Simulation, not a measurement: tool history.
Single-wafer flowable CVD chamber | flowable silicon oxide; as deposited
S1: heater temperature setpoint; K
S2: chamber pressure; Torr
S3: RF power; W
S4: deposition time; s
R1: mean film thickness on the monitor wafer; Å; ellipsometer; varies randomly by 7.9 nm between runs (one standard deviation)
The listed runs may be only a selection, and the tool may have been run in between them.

| run | hour | S1 | S2 | S3 | S4 | R1 |
|---|---|---|---|---|---|---|
| 1 | 0 | 363.15 | 1.09 | 1755 | 748 | 9428.5 |
| 2 | 3.3 | 363.15 | 1.02 | 1755 | 748 | 8766.7 |
| 3 | 11.1 | 363.15 | 0.88 | 1755 | 748 | 7571.1 |
| 4 | 13.2 | 373.15 | 0.88 | 1755 | 748 | 5266.6 |
| 5 | 21.7 | 378.15 | 0.88 | 1755 | 748 | 4422.9 |
| 6 | 23.2 | 368.15 | 0.88 | 1755 | 748 | 6277.4 |
| 7 | 27.6 | 361.15 | 0.88 | 1755 | 748 | 8062.2 |

The next listed run, before its measurement:
| 8 | 34 | 356.15 | 0.88 | 1755 | 748 | ? |

Run 8 yielded R1 9395.8 Å.
